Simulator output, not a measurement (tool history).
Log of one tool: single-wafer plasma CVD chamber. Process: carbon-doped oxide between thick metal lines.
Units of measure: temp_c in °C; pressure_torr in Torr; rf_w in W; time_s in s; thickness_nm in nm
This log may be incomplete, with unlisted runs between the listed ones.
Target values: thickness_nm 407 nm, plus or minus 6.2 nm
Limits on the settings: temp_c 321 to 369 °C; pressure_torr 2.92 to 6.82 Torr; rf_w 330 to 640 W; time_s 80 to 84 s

| run | hour | temp_c | pressure_torr | rf_w | time_s | thickness_nm |
|---|---|---|---|---|---|---|
| 1 | 0 | 345 | 4.87 | 485 | 84 | 437.7 |
| 2 | 1.1 | 348 | 4.71 | 485 | 84 | 433.19 |
| 3 | 1.9 | 350 | 4.55 | 480 | 84 | 425.37 |
| 4 | 10.3 | 350 | 4.55 | 530 | 84 | 443.22 |
| 5 | 16.6 | 350 | 4.55 | 575 | 84 | 461.62 |
| 6 | 25.4 | 350 | 4.55 | 520 | 84 | 440.16 |
| 7 | 29.1 | 352 | 4.39 | 515 | 84 | 433.9 |
| 8 | 36.7 | 354 | 4.25 | 510 | 84 | 429.48 |
| 9 | 43.9 | 355 | 4.11 | 505 | 84 | 425.41 |
| 10 | 48.3 | 356 | 4.01 | 500 | 84 | 417.99 |
| 11 | 50.7 | 357 | 3.96 | 500 | 84 | 415.49 |
| 12 | 57.5 | 358 | 3.92 | 500 | 84 | 415.63 |

Next run, 4 choices. One meets every target within its allowed miss, the rest don't. Which?
| A | 64.3 | 361 | 4.22 | 525 | 80 | ? |
| B | 64.3 | 362 | 4.61 | 555 | 81 | ? |
| C | 64.3 | 353 | 3.01 | 570 | 84 | ? |
| D | 64.3 | 347 | 4.3 | 535 | 82 | ? |

| move | thickness_nm |
|---|---|
| A | 403.95 |
| B | 423.44 |
| C | 428.76 |
| D | 434.39 |
A: each result inside its tolerance
B: moves away from the targets compared with the last run
C: moves away from the targets compared with the last run
D: moves away from the targets compared with the last run
Go with A: it meets all targets.

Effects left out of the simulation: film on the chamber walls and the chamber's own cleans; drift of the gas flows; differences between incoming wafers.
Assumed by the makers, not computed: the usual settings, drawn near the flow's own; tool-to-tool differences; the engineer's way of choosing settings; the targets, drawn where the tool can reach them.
